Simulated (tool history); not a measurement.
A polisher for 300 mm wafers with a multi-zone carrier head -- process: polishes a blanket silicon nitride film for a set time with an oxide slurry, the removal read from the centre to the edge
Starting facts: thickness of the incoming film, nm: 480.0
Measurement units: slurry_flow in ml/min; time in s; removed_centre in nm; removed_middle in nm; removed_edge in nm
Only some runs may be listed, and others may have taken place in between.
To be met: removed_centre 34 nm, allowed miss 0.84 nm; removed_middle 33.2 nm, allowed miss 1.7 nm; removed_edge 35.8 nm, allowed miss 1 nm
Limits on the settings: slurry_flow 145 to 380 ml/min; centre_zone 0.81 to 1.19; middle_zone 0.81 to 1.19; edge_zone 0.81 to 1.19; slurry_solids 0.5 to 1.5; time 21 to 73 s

run	hour	slurry_flow	centre_zone	middle_zone	edge_zone	slurry_solids	time	removed_centre	removed_middle	removed_edge
1	0	245	1	1	1	1	47	32.606	32.506	31.576
2	7.9	245	1	1	0.92	1	47	32.614	32.54	29.999
3	12	260	1	0.99	0.98	1	47	32.905	31.788	31.011
4	13.9	260	1	0.99	0.95	1	47	33.05	31.823	31.065
5	17.5	260	1	0.99	0.95	1	40	28.483	27.31	26.448
6	23.8	310	1	0.99	0.95	1	40	28.348	28.412	26.478
7	28.7	305	1	0.98	1	1.1	40	29.734	28.436	28.496
8	37	305	1	0.99	1.04	1.2	40	30.991	30.478	30.018
9	43.1	305	0.99	0.98	1.07	1.25	40	31.085	30.838	31.09
10	48.5	305	0.99	0.97	1.09	1.3	40	31.663	30.981	32.102
11	54.5	305	0.99	0.97	1.11	1.35	40	32.535	31.855	33.05
12	61.2	305	0.99	0.97	1.13	1.4	40	32.725	31.476	32.864
13	68.3	315	0.98	0.97	1.14	1.45	40	33.28	33.31	33.97
14	76.5	320	0.98	0.96	1.15	1.45	40	33.009	32.248	34.307
15	81.7	325	0.98	0.96	1.16	1.45	40	33.159	31.168	34.494
16	88.8	325	0.98	0.97	1.16	1.45	40	33.165	32.627	34.607
17	96.1	330	0.98	0.97	1.17	1.45	40	32.975	32.77	34.842

Which single option among these 4 for the next run brings every result within its allowed miss of target? Just one does.
A	103.4	300	1	0.99	1.11	1.5	40	?	?	?
B	103.4	280	1.11	0.88	1.09	1.5	40	?	?	?
C	103.4	355	0.98	0.96	1.17	1.2	44	?	?	?
D	103.4	380	0.81	0.91	1.08	1.45	42	?	?	?

move	removed_centre	removed_middle	removed_edge
A	34.368	33.564	34.086
B	36.718	30.204	33.65
C	34.702	33.448	35.708
D	31.56	33.118	35.442
A: the worst result of the last run now meets its target, but another is out of spec
B: moves the result that the last run missed by most past its target, out the other side
C: all results in spec
D: lands further from the targets than the last run did
Move C is the one to make.

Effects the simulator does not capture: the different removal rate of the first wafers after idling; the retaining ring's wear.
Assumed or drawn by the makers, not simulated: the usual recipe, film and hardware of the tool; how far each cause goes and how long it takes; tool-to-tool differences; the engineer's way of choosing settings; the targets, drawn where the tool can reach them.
